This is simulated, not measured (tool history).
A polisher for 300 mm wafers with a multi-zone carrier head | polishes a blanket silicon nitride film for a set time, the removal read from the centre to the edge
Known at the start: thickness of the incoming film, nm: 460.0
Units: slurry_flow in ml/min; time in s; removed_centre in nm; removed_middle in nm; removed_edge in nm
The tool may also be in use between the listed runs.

run	day	slurry_flow	centre_zone	middle_zone	edge_zone	time	removed_centre	removed_middle	removed_edge
1	0	220	1	1	1	80	124.99	127.4	127.71
2	0.183	220	1	0.95	1	80	125.28	125.46	129.55
3	0.458	185	1	0.95	1	80	121.99	119.67	123.74
4	0.521	185	1	0.95	0.94	80	121.77	118.54	120.86
5	0.888	155	1	0.95	0.94	80	115.68	114.48	122.76
6	1.171	135	1	0.95	0.94	80	111.66	111.94	115.4

Forecast run 7:
7	1.517	135	0.99	0.94	0.94	75	?	?	?

removed_centre: 105.62 nm
removed_middle: 104.03 nm
removed_edge: 108.63 nm
